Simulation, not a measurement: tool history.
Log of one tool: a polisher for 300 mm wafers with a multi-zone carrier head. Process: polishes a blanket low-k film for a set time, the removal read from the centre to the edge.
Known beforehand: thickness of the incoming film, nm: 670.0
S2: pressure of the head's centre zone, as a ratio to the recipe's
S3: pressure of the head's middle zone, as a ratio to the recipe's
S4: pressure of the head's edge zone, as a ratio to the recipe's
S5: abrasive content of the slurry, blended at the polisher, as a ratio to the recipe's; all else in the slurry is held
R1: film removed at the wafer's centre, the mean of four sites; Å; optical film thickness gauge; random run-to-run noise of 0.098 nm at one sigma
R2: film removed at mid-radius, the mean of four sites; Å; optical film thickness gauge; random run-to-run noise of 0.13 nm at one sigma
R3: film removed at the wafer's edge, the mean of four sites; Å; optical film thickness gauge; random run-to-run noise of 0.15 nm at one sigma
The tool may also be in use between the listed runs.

Run 1, hour 0.0: flow of slurry (ml/min) 205, S2 1.00, S3 1.00, S4 1.00, S5 1.00, polishing time (s) 38. Result: R1 82.810 Å, R2 83.747 Å, R3 82.825 Å.
Run 2, hour 6.6: flow of slurry (ml/min) 205, S2 1.00, S3 1.00, S4 1.00, S5 0.85, polishing time (s) 38. Result: R1 80.016 Å, R2 78.622 Å, R3 77.844 Å.
Run 3, hour 10.2: flow of slurry (ml/min) 205, S2 1.00, S3 1.00, S4 1.00, S5 0.85, polishing time (s) 44. Result: R1 91.922 Å, R2 89.935 Å, R3 91.235 Å.
Run 4, hour 17.0: flow of slurry (ml/min) 215, S2 1.02, S3 1.03, S4 1.01, S5 0.95, polishing time (s) 44. Result: R1 98.634 Å, R2 97.795 Å, R3 95.405 Å.
Run 5, hour 20.8: flow of slurry (ml/min) 220, S2 1.03, S3 1.05, S4 1.03, S5 1.05, polishing time (s) 44. Result: R1 104.200 Å, R2 103.190 Å, R3 102.230 Å.
Run 6, hour 22.5: flow of slurry (ml/min) 220, S2 1.03, S3 1.05, S4 1.03, S5 1.05, polishing time (s) 39. Result: R1 91.779 Å, R2 90.218 Å, R3 89.698 Å.
Run 7, hour 24.9: flow of slurry (ml/min) 220, S2 1.03, S3 1.07, S4 1.02, S5 1.10, polishing time (s) 40. Result: R1 94.470 Å, R2 96.007 Å, R3 93.700 Å.
Run 8, hour 29.8: flow of slurry (ml/min) 225, S2 1.04, S3 1.09, S4 1.01, S5 1.15, polishing time (s) 41. Result: R1 99.552 Å, R2 101.750 Å, R3 96.711 Å.

The next listed run, before its measurement:
At hour 31.2: slurry nozzle cleaned.
Run 9, hour 31.2: flow of slurry (ml/min) 230, S2 1.05, S3 1.10, S4 1.01, S5 1.20, polishing time (s) 42. Result: R1 ?, R2 ?, R3 ?.

{"run 9": {"R1": 112.84, "R2": 115.9, "R3": 104.74}}
